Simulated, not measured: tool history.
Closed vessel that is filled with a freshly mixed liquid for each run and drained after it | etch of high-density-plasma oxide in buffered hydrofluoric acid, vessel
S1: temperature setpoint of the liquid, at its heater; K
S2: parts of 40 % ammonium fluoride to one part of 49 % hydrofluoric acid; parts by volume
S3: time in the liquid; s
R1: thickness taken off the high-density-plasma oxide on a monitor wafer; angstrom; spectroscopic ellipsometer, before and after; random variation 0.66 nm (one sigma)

Run 1, hour 0.0: S1 295.15 K, S2 22.0 parts by volume, S3 30 s. Result: R1 327.12 angstrom.
Run 2, hour 5.5: S1 297.15 K, S2 19.5 parts by volume, S3 30 s. Result: R1 393.08 angstrom.
Run 3, hour 11.7: S1 297.15 K, S2 23.0 parts by volume, S3 30 s. Result: R1 347.89 angstrom.
Run 4, hour 13.9: S1 298.65 K, S2 20.0 parts by volume, S3 30 s. Result: R1 412.41 angstrom.
Run 5, hour 18.3: S1 301.15 K, S2 20.0 parts by volume, S3 30 s. Result: R1 473.15 angstrom.
Run 6, hour 25.3: S1 301.15 K, S2 20.0 parts by volume, S3 30 s. Result: R1 478.35 angstrom.
Run 7, hour 33.5: S1 301.65 K, S2 17.5 parts by volume, S3 30 s. Result: R1 563.24 angstrom.

Run 8 comes next. What will it give?
Run 8, hour 35.3: S1 302.15 K, S2 16.5 parts by volume, S3 30 s. Result: R1 ?.

Run 8 gave R1 609.62 angstrom.

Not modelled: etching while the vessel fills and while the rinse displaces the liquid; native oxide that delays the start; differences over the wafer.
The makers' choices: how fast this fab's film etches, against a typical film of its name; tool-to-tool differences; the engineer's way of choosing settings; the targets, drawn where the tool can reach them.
